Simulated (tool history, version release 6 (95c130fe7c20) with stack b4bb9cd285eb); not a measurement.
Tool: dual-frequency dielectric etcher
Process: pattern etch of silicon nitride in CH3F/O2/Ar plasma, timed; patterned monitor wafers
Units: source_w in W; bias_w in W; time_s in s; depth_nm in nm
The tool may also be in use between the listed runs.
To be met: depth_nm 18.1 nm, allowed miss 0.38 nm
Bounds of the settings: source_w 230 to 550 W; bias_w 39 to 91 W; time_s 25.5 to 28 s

run	hour	source_w	bias_w	time_s	depth_nm
1	0	390	65	28	20.473
2	3.1	320	65	28	18.932
3	3.6	390	65	28	20.337
4	7.1	370	64	28	20.157
5	12.5	370	64	28	20.26
6	13.8	350	63	28	19.677
7	14.6	270	60	28	17.244
8	20.9	280	60	28	17.55

Which of these 4 next moves meets every target?
A	27.2	320	65	25.5	?
B	27.2	290	63	28	?
C	27.2	300	67	26.5	?
D	27.2	320	70	28	?

move	depth_nm
A	17.314
B	18.088
C	17.613
D	19.329
A: further off than the last run
B: meets every target
C: nearer than the last run, and not there yet
D: takes the result that was furthest off past its target
Answer: B
